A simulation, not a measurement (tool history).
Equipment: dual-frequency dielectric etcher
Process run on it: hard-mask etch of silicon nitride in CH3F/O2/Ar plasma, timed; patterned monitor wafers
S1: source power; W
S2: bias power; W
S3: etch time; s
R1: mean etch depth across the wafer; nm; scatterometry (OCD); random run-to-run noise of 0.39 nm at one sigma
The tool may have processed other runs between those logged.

run 1 day=0 | S1=470 S2=76 S3=141.5 | R1=118.29
run 2 day=0.35 | S1=450 S2=76 S3=141.5 | R1=115.1
run 3 day=0.558 | S1=510 S2=76 S3=141.5 | R1=123.62
run 4 day=0.738 | S1=490 S2=76 S3=141.5 | R1=120.89
run 5 day=0.971 | S1=490 S2=83 S3=141.5 | R1=125.14
run 6 day=1.304 | S1=460 S2=83 S3=141.5 | R1=120.64

Estimate the outcome of run 7 from the log above:
run 7 day=1.571 | S1=440 S2=83 S3=141.5 | R1=?

{"run 7": {"R1": 118.19}}

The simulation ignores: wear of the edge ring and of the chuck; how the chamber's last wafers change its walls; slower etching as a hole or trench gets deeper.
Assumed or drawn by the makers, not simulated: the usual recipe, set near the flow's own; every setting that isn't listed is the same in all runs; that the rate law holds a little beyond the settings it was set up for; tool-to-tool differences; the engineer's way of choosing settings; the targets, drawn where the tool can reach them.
